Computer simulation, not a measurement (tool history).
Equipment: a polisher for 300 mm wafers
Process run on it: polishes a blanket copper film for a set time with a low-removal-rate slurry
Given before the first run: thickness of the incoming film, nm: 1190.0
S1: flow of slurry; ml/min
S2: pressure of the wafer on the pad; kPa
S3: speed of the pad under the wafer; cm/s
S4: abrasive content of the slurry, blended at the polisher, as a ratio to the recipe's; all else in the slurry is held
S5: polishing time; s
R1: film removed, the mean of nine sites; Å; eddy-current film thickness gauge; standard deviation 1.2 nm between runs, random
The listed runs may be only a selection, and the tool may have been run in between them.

Run 1, hour 0: S1 270 ml/min, S2 11.7 kPa, S3 108 cm/s, S4 1, S5 35 s. Result: R1 509.12 Å.
Run 2, hour 3.1: S1 270 ml/min, S2 11.7 kPa, S3 108 cm/s, S4 1.2, S5 35 s. Result: R1 527.73 Å.
Run 3, hour 11.1: S1 270 ml/min, S2 13.8 kPa, S3 110 cm/s, S4 1.2, S5 35 s. Result: R1 621.31 Å.
Run 4, hour 14.3: S1 270 ml/min, S2 15.2 kPa, S3 114 cm/s, S4 1.2, S5 35 s. Result: R1 713.59 Å.
Run 5, hour 21.9: S1 270 ml/min, S2 16.5 kPa, S3 118 cm/s, S4 1.2, S5 35 s. Result: R1 768.99 Å.
Run 6, hour 28.3: S1 300 ml/min, S2 16.5 kPa, S3 118 cm/s, S4 1.2, S5 35 s. Result: R1 785.3 Å.
Run 7, hour 34.6: S1 300 ml/min, S2 17.2 kPa, S3 122 cm/s, S4 1.2, S5 35 s. Result: R1 861.57 Å.

Run 8 is up next; what results do you expect?
Run 8, hour 42.2: S1 300 ml/min, S2 17.9 kPa, S3 124 cm/s, S4 1.2, S5 35 s. Result: R1 ?.

Run 8 produced R1 898.21 Å.

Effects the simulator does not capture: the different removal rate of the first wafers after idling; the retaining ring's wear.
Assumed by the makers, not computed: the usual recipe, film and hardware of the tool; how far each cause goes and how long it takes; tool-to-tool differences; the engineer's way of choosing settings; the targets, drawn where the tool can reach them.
